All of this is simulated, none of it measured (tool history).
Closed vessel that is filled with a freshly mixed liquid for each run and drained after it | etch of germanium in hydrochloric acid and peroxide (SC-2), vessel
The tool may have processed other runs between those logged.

run  hour  temperature setpoint of the liquid (K)  parts of water to one part each of 37 % hydrochloric acid and 30 % peroxide (parts by volume)  time in the liquid (s)  thickness taken off the germanium on a monitor wafer (Å)
  1     0                                  329.15                                                                                              5                      90                                                    1369.3
  2   4.7                                  331.15                                                                                              5                      90                                                      1462
  3   8.6                                  331.15                                                                                              4                      90                                                    1457.3
  4  12.9                                  324.65                                                                                              4                      90                                                    1200.1
  5    16                                  324.65                                                                                              4                      90                                                    1207.8
     24.9  -- thermometer replaced
  6  24.9                                  327.65                                                                                              4                      90                                                    1412.3

Forecast run 7:
  7    28                                  329.65                                                                                              4                      90                                                         ?

Run 7 produced thickness taken off the germanium on a monitor wafer (Å) 1506.5.

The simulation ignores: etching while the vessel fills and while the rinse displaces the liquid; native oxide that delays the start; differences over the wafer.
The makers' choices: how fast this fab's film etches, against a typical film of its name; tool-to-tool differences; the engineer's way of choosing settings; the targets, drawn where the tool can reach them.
